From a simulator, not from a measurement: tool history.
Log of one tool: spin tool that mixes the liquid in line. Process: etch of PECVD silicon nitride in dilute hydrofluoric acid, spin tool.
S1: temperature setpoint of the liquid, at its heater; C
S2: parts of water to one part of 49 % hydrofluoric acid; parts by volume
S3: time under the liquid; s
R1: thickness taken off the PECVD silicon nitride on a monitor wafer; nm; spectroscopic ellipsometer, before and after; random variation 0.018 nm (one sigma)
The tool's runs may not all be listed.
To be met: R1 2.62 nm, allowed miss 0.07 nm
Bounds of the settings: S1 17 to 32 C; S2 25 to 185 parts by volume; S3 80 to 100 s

run 1 hour=0 | S1=24 S2=105 S3=100 | R1=4.0448
run 2 hour=4.6 | S1=26 S2=105 S3=100 | R1=4.5468
run 3 hour=9.1 | S1=26 S2=105 S3=100 | R1=4.5814
run 4 hour=10.8 | S1=24.5 S2=105 S3=100 | R1=4.1816
run 5 hour=18.5 | S1=24.5 S2=75 S3=100 | R1=5.8138
run 6 hour=21.8 | S1=24.5 S2=75 S3=100 | R1=5.7854
run 7 hour=26.8 | S1=23 S2=80 S3=100 | R1=4.8643
run 8 hour=31.9 | S1=22 S2=85 S3=100 | R1=4.3045

5 next moves are on the table. One of them brings every result within its allowed miss. Which?
run A hour=37 | S1=18 S2=95 S3=85 | R1=?
run B hour=37 | S1=22.5 S2=125 S3=85 | R1=?
run C hour=37 | S1=21.5 S2=125 S3=85 | R1=?
run D hour=37 | S1=19.5 S2=115 S3=80 | R1=?
run E hour=37 | S1=19 S2=110 S3=90 | R1=?

move=A R1=2.5064
move=B R1=2.5997
move=C R1=2.4329
move=D R1=2.1714
move=E R1=2.4654
A: takes the result that was furthest off past its target
B: meets every target
C: takes the result that was furthest off past its target
D: takes the result that was furthest off past its target
E: takes the result that was furthest off past its target
Move B is the one to make.
